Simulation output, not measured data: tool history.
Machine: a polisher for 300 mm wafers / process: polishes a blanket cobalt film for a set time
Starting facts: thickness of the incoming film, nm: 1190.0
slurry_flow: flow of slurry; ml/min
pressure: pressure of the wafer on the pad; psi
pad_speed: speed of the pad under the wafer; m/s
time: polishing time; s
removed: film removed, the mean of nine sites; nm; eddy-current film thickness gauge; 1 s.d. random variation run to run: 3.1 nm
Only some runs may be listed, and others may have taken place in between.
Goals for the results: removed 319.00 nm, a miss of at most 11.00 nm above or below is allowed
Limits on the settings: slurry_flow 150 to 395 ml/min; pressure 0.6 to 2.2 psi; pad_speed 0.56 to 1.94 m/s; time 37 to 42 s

run	hour	slurry_flow	pressure	pad_speed	time	removed
1	0.0	250	1.4	1.24	42	219.68
2	3.3	250	1.6	1.24	42	249.15
3	6.0	250	1.6	1.24	42	249.21
4	10.9	250	1.3	1.24	42	203.08
5	18.3	250	1.3	1.50	42	247.43
6	27.0	250	1.3	1.26	42	214.54
7	35.6	250	1.5	1.28	42	245.69
8	42.5	250	1.6	1.28	42	255.57
9	43.7	250	1.7	1.28	42	272.17
10	45.7	250	1.8	1.28	42	284.12
11	46.8	250	1.9	1.28	42	300.94

5 candidate next runs follow, results not yet known. Just one meets every target within its allowed miss. Identify it.
A	47.9	270	2.0	1.20	41	?
B	47.9	180	2.1	1.28	39	?
C	47.9	290	1.8	1.28	42	?
D	47.9	250	2.1	1.22	42	?
E	47.9	280	2.0	1.36	42	?

move	removed
A	287.01
B	291.18
C	286.12
D	310.21
E	333.08
A: further off than the last run
B: further off than the last run
C: further off than the last run
D: all results in spec
E: takes the result that was furthest off past its target
Correct choice: D, which meets every target
